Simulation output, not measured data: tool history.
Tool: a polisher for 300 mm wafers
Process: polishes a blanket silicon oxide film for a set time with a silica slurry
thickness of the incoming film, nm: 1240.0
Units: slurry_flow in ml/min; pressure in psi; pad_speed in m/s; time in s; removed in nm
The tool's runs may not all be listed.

run	hour	slurry_flow	pressure	pad_speed	slurry_solids	time	removed
1	0.0	120	3.8	1.52	1.0	66	280.01
2	6.8	120	3.8	1.52	1.0	66	278.65
3	9.0	115	3.8	1.52	1.0	66	274.38
4	16.9	110	3.8	1.52	1.0	66	274.45
5	21.4	100	3.7	1.52	1.0	66	262.01
6	23.6	100	3.2	1.52	1.0	66	225.36

Forecast run 7:
7	24.7	105	3.2	1.52	1.0	66	?

{"run 7": {"removed": 230.43}}

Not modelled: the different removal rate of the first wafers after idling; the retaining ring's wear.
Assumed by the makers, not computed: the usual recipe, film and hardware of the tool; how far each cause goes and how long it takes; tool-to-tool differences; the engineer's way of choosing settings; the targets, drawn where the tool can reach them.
